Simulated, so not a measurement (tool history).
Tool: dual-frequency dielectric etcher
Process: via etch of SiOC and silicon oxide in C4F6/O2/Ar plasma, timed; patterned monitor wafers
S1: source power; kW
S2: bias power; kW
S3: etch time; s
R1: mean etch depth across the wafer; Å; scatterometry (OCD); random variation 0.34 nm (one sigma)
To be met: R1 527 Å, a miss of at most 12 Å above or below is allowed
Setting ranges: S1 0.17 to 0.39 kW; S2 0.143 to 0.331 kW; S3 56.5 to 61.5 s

run,day,S1,S2,S3,R1
1,0,0.28,0.237,61.5,652.04
2,0.158,0.28,0.237,61.5,652.16
3,0.362,0.26,0.225,61,635.9
4,0.392,0.26,0.188,61,600.14
# day 0.633: source power generator calibrated
5,0.633,0.3,0.188,61,622.84
6,0.679,0.28,0.177,60,585.57
7,0.829,0.28,0.177,60,587.05
8,1.046,0.27,0.171,60,568.9
9,1.388,0.26,0.169,60,573.28
10,1.604,0.25,0.163,59.5,552.73
11,1.804,0.24,0.161,59.5,546.57

Consider the 5 candidate settings below. Which is the only one whose results all fall within their allowed miss of target?
A,2.004,0.22,0.155,57,?
B,2.004,0.23,0.148,56.5,?
C,2.004,0.21,0.157,57,?
D,2.004,0.23,0.152,56.5,?
E,2.004,0.24,0.17,57.5,?

move,R1
A,495.17
B,493
C,488.8
D,496.12
E,526.58
A: takes the result that was furthest off past its target
B: takes the result that was furthest off past its target
C: takes the result that was furthest off past its target
D: takes the result that was furthest off past its target
E: all results in spec
The move that meets every target is E.

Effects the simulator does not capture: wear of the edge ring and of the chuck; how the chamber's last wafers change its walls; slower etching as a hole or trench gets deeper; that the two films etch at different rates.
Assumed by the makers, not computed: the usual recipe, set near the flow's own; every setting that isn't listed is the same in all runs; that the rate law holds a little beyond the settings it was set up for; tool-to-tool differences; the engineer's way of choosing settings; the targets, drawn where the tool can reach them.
